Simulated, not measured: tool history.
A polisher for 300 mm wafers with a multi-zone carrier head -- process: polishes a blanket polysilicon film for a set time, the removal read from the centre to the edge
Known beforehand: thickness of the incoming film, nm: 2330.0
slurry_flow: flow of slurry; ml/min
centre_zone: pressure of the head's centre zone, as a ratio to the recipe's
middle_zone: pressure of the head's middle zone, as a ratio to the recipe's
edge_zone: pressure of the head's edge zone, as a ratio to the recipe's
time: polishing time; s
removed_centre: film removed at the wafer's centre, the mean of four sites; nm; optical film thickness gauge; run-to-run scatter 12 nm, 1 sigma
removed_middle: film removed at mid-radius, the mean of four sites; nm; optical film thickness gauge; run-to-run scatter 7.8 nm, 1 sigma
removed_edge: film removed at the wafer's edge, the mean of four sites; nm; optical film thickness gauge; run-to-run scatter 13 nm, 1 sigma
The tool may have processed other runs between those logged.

{"run": 1, "hour": 0.0, "slurry_flow": 260, "centre_zone": 1, "middle_zone": 1, "edge_zone": 1, "time": 84, "removed_centre": 695.57, "removed_middle": 702.06, "removed_edge": 718.8}
{"run": 2, "hour": 7.7, "slurry_flow": 265, "centre_zone": 1, "middle_zone": 1.02, "edge_zone": 1.02, "time": 86, "removed_centre": 728.29, "removed_middle": 735.4, "removed_edge": 746.59}
{"run": 3, "hour": 9.7, "slurry_flow": 330, "centre_zone": 1, "middle_zone": 1.02, "edge_zone": 1.02, "time": 86, "removed_centre": 745.97, "removed_middle": 750.17, "removed_edge": 745.72}
{"run": 4, "hour": 17.9, "slurry_flow": 330, "centre_zone": 1, "middle_zone": 1.02, "edge_zone": 1.02, "time": 73, "removed_centre": 642.08, "removed_middle": 635.06, "removed_edge": 635.16}
{"run": 5, "hour": 20.3, "slurry_flow": 370, "centre_zone": 1, "middle_zone": 1.02, "edge_zone": 1.02, "time": 73, "removed_centre": 642.19, "removed_middle": 658.71, "removed_edge": 656.6}
{"run": 6, "hour": 29.2, "slurry_flow": 370, "centre_zone": 0.99, "middle_zone": 1.03, "edge_zone": 1.03, "time": 77, "removed_centre": 680.16, "removed_middle": 690.1, "removed_edge": 673.14}
{"run": 7, "hour": 31.1, "slurry_flow": 370, "centre_zone": 0.99, "middle_zone": 1.03, "edge_zone": 1.03, "time": 77, "removed_centre": 676.49, "removed_middle": 695.62, "removed_edge": 707.37}
{"run": 8, "hour": 37.5, "slurry_flow": 375, "centre_zone": 0.99, "middle_zone": 1.05, "edge_zone": 1.04, "time": 79, "removed_centre": 679.03, "removed_middle": 721.63, "removed_edge": 694.85}
{"run": 9, "hour": 38.9, "slurry_flow": 375, "centre_zone": 0.98, "middle_zone": 1.05, "edge_zone": 1.05, "time": 83, "removed_centre": 713.39, "removed_middle": 754.1, "removed_edge": 735.14}
{"run": 10, "hour": 40.2, "slurry_flow": 375, "centre_zone": 0.97, "middle_zone": 1.05, "edge_zone": 1.06, "time": 86, "removed_centre": 733.78, "removed_middle": 783.35, "removed_edge": 780.85}

What does the tool deliver on the next run?
{"run": 11, "hour": 44.4, "slurry_flow": 375, "centre_zone": 0.97, "middle_zone": 1.06, "edge_zone": 1.07, "time": 88, "removed_centre": "?", "removed_middle": "?", "removed_edge": "?"}

removed_centre: 759.7 nm
removed_middle: 813.67 nm
removed_edge: 794.47 nm
